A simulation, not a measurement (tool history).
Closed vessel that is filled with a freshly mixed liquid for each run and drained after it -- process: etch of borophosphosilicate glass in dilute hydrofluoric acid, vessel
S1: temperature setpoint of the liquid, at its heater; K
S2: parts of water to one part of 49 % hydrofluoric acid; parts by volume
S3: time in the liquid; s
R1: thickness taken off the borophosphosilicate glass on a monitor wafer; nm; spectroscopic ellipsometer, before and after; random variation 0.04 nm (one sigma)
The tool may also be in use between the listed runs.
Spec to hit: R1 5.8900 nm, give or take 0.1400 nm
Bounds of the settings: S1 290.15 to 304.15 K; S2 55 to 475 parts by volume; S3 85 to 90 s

Run 1, day 0.000: S1 296.15 K, S2 265 parts by volume, S3 85 s. Result: R1 11.0580 nm.
Run 2, day 0.383: S1 294.65 K, S2 290 parts by volume, S3 85 s. Result: R1 9.2527 nm.
Run 3, day 0.733: S1 294.65 K, S2 290 parts by volume, S3 90 s. Result: R1 9.9890 nm.
Run 4, day 0.925: S1 294.65 K, S2 290 parts by volume, S3 90 s. Result: R1 10.0090 nm.
Run 5, day 1.188: S1 294.65 K, S2 290 parts by volume, S3 85 s. Result: R1 9.4921 nm.
Run 6, day 1.504: S1 292.65 K, S2 290 parts by volume, S3 85 s. Result: R1 8.7527 nm.
Run 7, day 1.750: S1 292.15 K, S2 310 parts by volume, S3 85 s. Result: R1 7.8722 nm.
Run 8, day 2.088: S1 291.65 K, S2 325 parts by volume, S3 85 s. Result: R1 7.3295 nm.
Run 9, day 2.438: S1 291.15 K, S2 335 parts by volume, S3 85 s. Result: R1 6.9434 nm.

Which of these 4 next moves meets every target?
Run A, day 2.788: S1 294.65 K, S2 390 parts by volume, S3 85 s. Result: R1 ?.
Run B, day 2.788: S1 293.65 K, S2 420 parts by volume, S3 85 s. Result: R1 ?.
Run C, day 2.788: S1 291.15 K, S2 375 parts by volume, S3 85 s. Result: R1 ?.
Run D, day 2.788: S1 290.15 K, S2 370 parts by volume, S3 90 s. Result: R1 ?.

move      R1
   A  6.4510
   B  5.6451
   C  6.0079
   D  6.2421
A: closer than the last run, but not yet in spec
B: pushes the last run's worst result past its target
C: every result within its allowed miss
D: closer than the last run, but not yet in spec
Go with C: it meets all targets.

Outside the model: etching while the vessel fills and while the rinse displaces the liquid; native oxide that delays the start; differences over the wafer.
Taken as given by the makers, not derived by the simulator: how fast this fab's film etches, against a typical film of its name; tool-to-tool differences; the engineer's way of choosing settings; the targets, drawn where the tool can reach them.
